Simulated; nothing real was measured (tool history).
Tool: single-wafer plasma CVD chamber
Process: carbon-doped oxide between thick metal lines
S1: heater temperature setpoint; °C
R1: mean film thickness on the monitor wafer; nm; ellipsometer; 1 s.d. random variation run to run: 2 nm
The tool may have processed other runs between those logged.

run 1 hour=0 | S1=350 chamber_pressure_(mTorr)=4920 RF_power_(kW)=0.6 deposition_time_(s)=114 | R1=658.07
run 2 hour=5.8 | S1=344 chamber_pressure_(mTorr)=4920 RF_power_(kW)=0.6 deposition_time_(s)=114 | R1=667.14
run 3 hour=14 | S1=347 chamber_pressure_(mTorr)=4550 RF_power_(kW)=0.575 deposition_time_(s)=114 | R1=637.29
run 4 hour=22.6 | S1=347 chamber_pressure_(mTorr)=5210 RF_power_(kW)=0.575 deposition_time_(s)=114 | R1=643.43
run 5 hour=26.7 | S1=347 chamber_pressure_(mTorr)=5210 RF_power_(kW)=0.49 deposition_time_(s)=114 | R1=579.67
run 6 hour=29.6 | S1=347 chamber_pressure_(mTorr)=5780 RF_power_(kW)=0.49 deposition_time_(s)=114 | R1=586.19

What does the tool deliver on the next run?
run 7 hour=32 | S1=350 chamber_pressure_(mTorr)=5590 RF_power_(kW)=0.48 deposition_time_(s)=114 | R1=?

Run 7 came out at R1 568.77 nm.
